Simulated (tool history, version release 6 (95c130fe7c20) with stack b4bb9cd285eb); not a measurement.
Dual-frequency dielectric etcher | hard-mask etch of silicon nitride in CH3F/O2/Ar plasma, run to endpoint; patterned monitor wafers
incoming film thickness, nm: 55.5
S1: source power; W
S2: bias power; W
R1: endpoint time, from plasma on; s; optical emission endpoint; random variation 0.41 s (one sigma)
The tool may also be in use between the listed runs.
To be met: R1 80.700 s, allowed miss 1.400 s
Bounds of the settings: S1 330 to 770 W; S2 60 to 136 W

run	hour	S1	S2	R1
1	0.0	550	98	67.335
2	1.5	610	98	64.960
3	7.7	580	96	67.224
4	12.1	580	81	72.168
5	20.4	540	81	74.681
6	27.7	540	94	68.780
7	30.1	520	92	71.697
8	33.2	500	92	71.829
9	37.3	500	92	72.598

Which of these 4 next moves meets every target?
A	41.4	410	84	?
B	41.4	430	67	?
C	41.4	410	99	?
D	41.4	630	109	?

move	R1
A	81.147
B	89.104
C	74.942
D	61.079
A: meets every target
B: takes the result that was furthest off past its target
C: nearer than the last run, and not there yet
D: further off than the last run
Answer: A

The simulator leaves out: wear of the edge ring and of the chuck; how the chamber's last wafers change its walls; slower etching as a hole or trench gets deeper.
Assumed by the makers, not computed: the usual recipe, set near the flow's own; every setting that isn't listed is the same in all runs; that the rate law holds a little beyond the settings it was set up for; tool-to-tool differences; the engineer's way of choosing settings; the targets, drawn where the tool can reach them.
